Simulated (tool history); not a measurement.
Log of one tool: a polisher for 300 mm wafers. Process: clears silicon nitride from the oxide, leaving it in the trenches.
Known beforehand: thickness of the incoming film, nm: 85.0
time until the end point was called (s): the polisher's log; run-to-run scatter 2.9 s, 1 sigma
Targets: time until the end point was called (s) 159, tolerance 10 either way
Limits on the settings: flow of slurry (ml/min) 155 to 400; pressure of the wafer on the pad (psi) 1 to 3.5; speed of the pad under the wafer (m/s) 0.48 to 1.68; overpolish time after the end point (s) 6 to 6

run	hour	flow of slurry (ml/min)	pressure of the wafer on the pad (psi)	speed of the pad under the wafer (m/s)	overpolish time after the end point (s)	time until the end point was called (s)
1	0	255	2.2	1.08	6	87.541
2	3.9	255	2.2	1.24	6	77.494
3	4.7	255	1.9	1.18	6	93.206
4	11.5	255	2.4	1.18	6	72.936
5	13.6	255	2.4	0.96	6	90.734
6	20.9	255	2.2	0.94	6	97.623
7	24.8	255	2	0.92	6	108.15
8	29.8	255	1.8	0.9	6	122.09
9	38.7	255	1.2	0.86	6	180.62

Exactly one of the 5 candidate moves below puts every result within its allowed miss. Which one?
A	47.6	285	1.4	0.98	6	?
B	47.6	255	1.9	0.82	6	?
C	47.6	240	1.8	0.8	6	?
D	47.6	265	1.4	0.88	6	?
E	47.6	275	1.4	0.74	6	?

move	time until the end point was called (s)
A	137.27
B	127.8
C	138.04
D	153.47
E	180.53
A: the result that was furthest off in the last run now lies on the other side of its target
B: the result that was furthest off in the last run now lies on the other side of its target
C: the result that was furthest off in the last run now lies on the other side of its target
D: every result lands within tolerance
E: just as far off the targets as the last run
Go with D: it meets all targets.

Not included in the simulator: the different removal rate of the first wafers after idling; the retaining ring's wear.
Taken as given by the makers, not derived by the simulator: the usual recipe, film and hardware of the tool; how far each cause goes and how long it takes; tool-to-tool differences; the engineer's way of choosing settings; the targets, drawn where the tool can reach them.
